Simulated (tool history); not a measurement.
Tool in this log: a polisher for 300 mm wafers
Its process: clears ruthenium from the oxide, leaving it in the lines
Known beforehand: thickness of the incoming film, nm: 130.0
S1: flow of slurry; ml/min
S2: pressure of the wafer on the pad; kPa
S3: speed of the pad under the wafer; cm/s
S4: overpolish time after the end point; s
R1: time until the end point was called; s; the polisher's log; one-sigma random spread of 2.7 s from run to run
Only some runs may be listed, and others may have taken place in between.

run	hour	S1	S2	S3	S4	R1
1	0	275	17.2	106	4	102.55
2	0.9	275	17.2	106	4	102.81
3	7.9	275	15.9	104	4	109.98
4	14.7	275	14.5	102	4	123.13
5	20.7	275	14.5	128	4	99.154
6	23.5	275	13.1	126	4	115.62
7	30.2	275	12.4	126	4	119.51

Forecast run 8:
8	33	275	11.7	126	4	?

R1: 126.11 s

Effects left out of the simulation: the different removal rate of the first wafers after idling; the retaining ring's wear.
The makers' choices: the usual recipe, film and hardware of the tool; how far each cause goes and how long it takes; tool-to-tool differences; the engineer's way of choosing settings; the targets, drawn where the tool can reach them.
